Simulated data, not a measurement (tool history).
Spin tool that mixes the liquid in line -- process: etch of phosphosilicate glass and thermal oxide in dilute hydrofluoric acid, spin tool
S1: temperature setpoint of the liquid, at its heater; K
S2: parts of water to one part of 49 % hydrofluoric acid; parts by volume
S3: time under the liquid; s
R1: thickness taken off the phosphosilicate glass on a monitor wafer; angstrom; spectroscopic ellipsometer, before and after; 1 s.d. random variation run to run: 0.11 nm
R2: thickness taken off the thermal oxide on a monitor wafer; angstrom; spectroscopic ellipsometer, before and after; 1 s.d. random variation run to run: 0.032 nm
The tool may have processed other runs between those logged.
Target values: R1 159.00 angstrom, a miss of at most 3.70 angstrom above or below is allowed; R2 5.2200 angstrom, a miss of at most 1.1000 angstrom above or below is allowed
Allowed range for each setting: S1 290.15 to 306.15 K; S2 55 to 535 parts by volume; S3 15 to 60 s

{"run": 1, "hour": 0.0, "S1": 298.15, "S2": 295, "S3": 30, "R1": 127.18, "R2": 4.1396}
{"run": 2, "hour": 1.5, "S1": 298.15, "S2": 225, "S3": 30, "R1": 177.67, "R2": 6.2991}
{"run": 3, "hour": 4.0, "S1": 298.15, "S2": 120, "S3": 30, "R1": 379.08, "R2": 12.286}
{"run": 4, "hour": 12.6, "S1": 297.15, "S2": 135, "S3": 30, "R1": 319.86, "R2": 11.087}
{"run": 5, "hour": 17.0, "S1": 297.15, "S2": 170, "S3": 30, "R1": 242.36, "R2": 8.0612}
{"run": 6, "hour": 21.7, "S1": 297.15, "S2": 205, "S3": 30, "R1": 193.7, "R2": 5.8944}
{"run": 7, "hour": 24.4, "S1": 296.15, "S2": 210, "S3": 30, "R1": 178.03, "R2": 6.5579}
{"run": 8, "hour": 25.4, "S1": 295.65, "S2": 215, "S3": 30, "R1": 172.98, "R2": 5.9654}
{"run": 9, "hour": 31.1, "S1": 292.65, "S2": 220, "S3": 30, "R1": 149.96, "R2": 4.5648}

Consider the 4 candidate settings below. Which is the only one whose results all fall within their allowed miss of target?
{"run": "A", "hour": 36.8, "S1": 290.65, "S2": 250, "S3": 40, "R1": "?", "R2": "?"}
{"run": "B", "hour": 36.8, "S1": 290.65, "S2": 150, "S3": 20, "R1": "?", "R2": "?"}
{"run": "C", "hour": 36.8, "S1": 290.15, "S2": 180, "S3": 25, "R1": "?", "R2": "?"}
{"run": "D", "hour": 36.8, "S1": 290.15, "S2": 245, "S3": 35, "R1": "?", "R2": "?"}

move=A R1=156.08 R2=5.5545
move=B R1=142.71 R2=5.0789
move=C R1=141.55 R2=5.0374
move=D R1=137.28 R2=4.8856
A: in spec on every target
B: its largest miss is bigger than the last run's
C: its largest miss is bigger than the last run's
D: its largest miss is bigger than the last run's
A meets every target.
